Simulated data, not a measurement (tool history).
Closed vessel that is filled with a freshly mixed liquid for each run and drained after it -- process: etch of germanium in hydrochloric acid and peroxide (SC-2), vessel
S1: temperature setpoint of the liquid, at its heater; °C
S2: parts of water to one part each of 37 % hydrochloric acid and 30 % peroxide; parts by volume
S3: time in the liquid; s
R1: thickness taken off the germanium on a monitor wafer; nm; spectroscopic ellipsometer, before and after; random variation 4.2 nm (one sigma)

run,day,S1,S2,S3,R1
1,0.000,62.0,6,100,568.10
2,0.117,68.0,6,100,673.06
3,0.150,70.5,6,100,726.67
4,0.217,70.5,6,100,728.40
5,0.371,70.5,5,100,745.85
6,0.429,65.5,5,100,627.79
7,0.762,65.5,5,100,643.90
8,0.817,65.5,5,100,632.60
9,1.075,62.5,5,100,592.65
10,1.354,59.5,5,100,536.06

Run 11 is up next; what results do you expect?
11,1.412,58.0,5,100,?

R1: 509.83 nm

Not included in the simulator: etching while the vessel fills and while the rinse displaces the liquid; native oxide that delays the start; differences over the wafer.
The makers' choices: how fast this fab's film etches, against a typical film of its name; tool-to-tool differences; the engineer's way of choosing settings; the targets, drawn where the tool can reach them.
